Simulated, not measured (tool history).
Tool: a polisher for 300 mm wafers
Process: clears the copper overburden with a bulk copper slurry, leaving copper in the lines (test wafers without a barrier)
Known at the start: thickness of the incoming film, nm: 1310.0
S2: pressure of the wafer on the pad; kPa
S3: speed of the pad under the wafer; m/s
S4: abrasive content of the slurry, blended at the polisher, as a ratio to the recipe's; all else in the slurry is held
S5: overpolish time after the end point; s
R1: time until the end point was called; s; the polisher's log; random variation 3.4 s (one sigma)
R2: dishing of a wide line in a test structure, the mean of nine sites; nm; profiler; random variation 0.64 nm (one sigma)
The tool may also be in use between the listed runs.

Run 1, hour 0: flow of slurry (ml/min) 165, S2 23.4 kPa, S3 0.9 m/s, S4 1, S5 12 s. Result: R1 139.07 s, R2 67.572 nm.
Run 2, hour 5.6: flow of slurry (ml/min) 160, S2 20.7 kPa, S3 0.9 m/s, S4 1, S5 13 s. Result: R1 162.71 s, R2 65.318 nm.
Run 3, hour 6.3: flow of slurry (ml/min) 160, S2 23.4 kPa, S3 0.9 m/s, S4 1, S5 13 s. Result: R1 140.18 s, R2 70.92 nm.
Run 4, hour 8.5: flow of slurry (ml/min) 190, S2 23.4 kPa, S3 0.9 m/s, S4 1, S5 13 s. Result: R1 137.6 s, R2 73.153 nm.
Run 5, hour 9.4: flow of slurry (ml/min) 155, S2 23.4 kPa, S3 0.9 m/s, S4 1, S5 13 s. Result: R1 141.97 s, R2 71.987 nm.
Run 6, hour 13.4: flow of slurry (ml/min) 155, S2 27.6 kPa, S3 0.9 m/s, S4 1, S5 13 s. Result: R1 117.69 s, R2 80.269 nm.
Run 7, hour 19.9: flow of slurry (ml/min) 155, S2 24.1 kPa, S3 0.9 m/s, S4 1, S5 13 s. Result: R1 137.8 s, R2 72.463 nm.
Run 8, hour 25.5: flow of slurry (ml/min) 150, S2 21.4 kPa, S3 0.9 m/s, S4 1, S5 13 s. Result: R1 155.33 s, R2 65.166 nm.
Run 9, hour 26.8: flow of slurry (ml/min) 145, S2 19.3 kPa, S3 0.9 m/s, S4 1, S5 13 s. Result: R1 168.61 s, R2 60.324 nm.
Run 10, hour 31.6: flow of slurry (ml/min) 135, S2 12.4 kPa, S3 0.86 m/s, S4 1, S5 16 s. Result: R1 272.73 s, R2 46.856 nm.

The next listed run, before its measurement:
Run 11, hour 38.1: flow of slurry (ml/min) 140, S2 13.1 kPa, S3 0.86 m/s, S4 1, S5 16 s. Result: R1 ?, R2 ?.

R1: 261.77 s
R2: 47.695 nm

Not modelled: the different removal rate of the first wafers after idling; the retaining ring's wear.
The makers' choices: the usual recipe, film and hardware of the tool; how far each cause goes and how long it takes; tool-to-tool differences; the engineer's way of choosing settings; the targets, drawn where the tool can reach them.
